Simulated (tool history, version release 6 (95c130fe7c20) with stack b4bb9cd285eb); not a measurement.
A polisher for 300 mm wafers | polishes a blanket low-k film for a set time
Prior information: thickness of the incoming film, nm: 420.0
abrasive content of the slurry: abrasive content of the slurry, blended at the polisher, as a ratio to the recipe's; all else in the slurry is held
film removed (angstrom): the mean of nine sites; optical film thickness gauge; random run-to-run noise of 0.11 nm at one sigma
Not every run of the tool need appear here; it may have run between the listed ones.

run	day	flow of slurry (ml/min)	pressure of the wafer on the pad (kPa)	speed of the pad under the wafer (m/s)	abrasive content of the slurry	polishing time (s)	film removed (angstrom)
1	0	310	9	1.28	1	34	115.49
2	0.179	310	9	1.54	1	34	132.57
3	0.354	310	8.3	1.54	1	34	126.11
4	0.629	235	8.3	1.54	1	34	122.83
5	0.838	235	8.3	1.54	1	34	125.15
6	1.15	235	7.6	1.54	1	34	118.63
7	1.329	235	6.9	1.54	1	34	112.79
8	1.667	235	6.9	1.52	1	34	111.39

Run 9 comes next. What will it give?
9	2.004	235	6.9	1.5	1	34	?

film removed (angstrom): 107.47

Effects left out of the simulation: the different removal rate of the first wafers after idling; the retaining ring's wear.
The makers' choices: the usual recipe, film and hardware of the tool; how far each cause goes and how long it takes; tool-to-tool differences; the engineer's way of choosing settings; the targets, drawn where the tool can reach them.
